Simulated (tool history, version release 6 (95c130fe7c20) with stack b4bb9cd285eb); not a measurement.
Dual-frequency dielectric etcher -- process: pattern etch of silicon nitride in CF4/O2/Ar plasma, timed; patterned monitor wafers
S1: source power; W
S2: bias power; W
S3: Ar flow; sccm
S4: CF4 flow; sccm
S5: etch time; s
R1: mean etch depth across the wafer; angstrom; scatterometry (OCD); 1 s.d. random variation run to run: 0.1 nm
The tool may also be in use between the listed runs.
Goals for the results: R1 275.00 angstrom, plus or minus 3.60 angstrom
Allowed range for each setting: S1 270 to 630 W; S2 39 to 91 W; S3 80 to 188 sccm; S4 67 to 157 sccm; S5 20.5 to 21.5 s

run 1 hour=0.0 | S1=450 S2=65 S3=134 S4=112 S5=20.5 | R1=373.14
run 2 hour=4.2 | S1=430 S2=65 S3=134 S4=112 S5=20.5 | R1=364.62
run 3 hour=8.7 | S1=390 S2=65 S3=134 S4=112 S5=20.5 | R1=336.55
run 4 hour=15.8 | S1=390 S2=65 S3=134 S4=112 S5=20.5 | R1=337.31
run 5 hour=18.4 | S1=370 S2=65 S3=134 S4=112 S5=20.5 | R1=324.32
run 6 hour=22.8 | S1=360 S2=65 S3=134 S4=112 S5=20.5 | R1=315.82
run 7 hour=27.1 | S1=350 S2=65 S3=134 S4=112 S5=20.5 | R1=309.75
run 8 hour=33.6 | S1=340 S2=65 S3=134 S4=112 S5=20.5 | R1=303.47
run 9 hour=40.0 | S1=330 S2=65 S3=134 S4=112 S5=20.5 | R1=296.09
run 10 hour=48.6 | S1=330 S2=65 S3=134 S4=112 S5=20.5 | R1=297.99
run 11 hour=51.4 | S1=330 S2=65 S3=134 S4=112 S5=20.5 | R1=297.00
run 12 hour=56.8 | S1=320 S2=65 S3=134 S4=112 S5=20.5 | R1=290.67
run 13 hour=61.5 | S1=290 S2=65 S3=134 S4=112 S5=20.5 | R1=270.64

Next run, 5 choices. One meets every target within its allowed miss, the rest don't. Which?
run A hour=66.2 | S1=290 S2=70 S3=153 S4=102 S5=20.5 | R1=?
run B hour=66.2 | S1=270 S2=69 S3=124 S4=123 S5=20.5 | R1=?
run C hour=66.2 | S1=300 S2=59 S3=140 S4=101 S5=21.5 | R1=?
run D hour=66.2 | S1=300 S2=51 S3=132 S4=115 S5=21.5 | R1=?
run E hour=66.2 | S1=290 S2=61 S3=133 S4=98 S5=21.0 | R1=?

move=A R1=269.58
move=B R1=265.87
move=C R1=275.11
move=D R1=268.85
move=E R1=265.20
A: misses by more than the last run did
B: misses by more than the last run did
C: all results in spec
D: misses by more than the last run did
E: misses by more than the last run did
The right move is C.
